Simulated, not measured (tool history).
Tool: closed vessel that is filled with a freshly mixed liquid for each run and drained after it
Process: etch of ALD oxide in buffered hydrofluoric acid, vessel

run	hour	temperature setpoint of the liquid (K)	parts of 40 % ammonium fluoride to one part of 49 % hydrofluoric acid (parts by volume)	time in the liquid (s)	thickness taken off the ALD oxide on a monitor wafer (nm)
1	0	297.15	13	30	106.99
2	4.7	296.65	13	30	104.19
3	13.2	299.15	13	30	119.6
4	16.2	299.15	13	30	118.62
5	22.8	299.15	13	30	119.62
6	28.1	298.15	13	30	112.59
7	31.3	298.15	13	30	113.69

Forecast run 8:
8	38.6	297.15	13	30	?

Run 8 gave thickness taken off the ALD oxide on a monitor wafer (nm) 107.47.
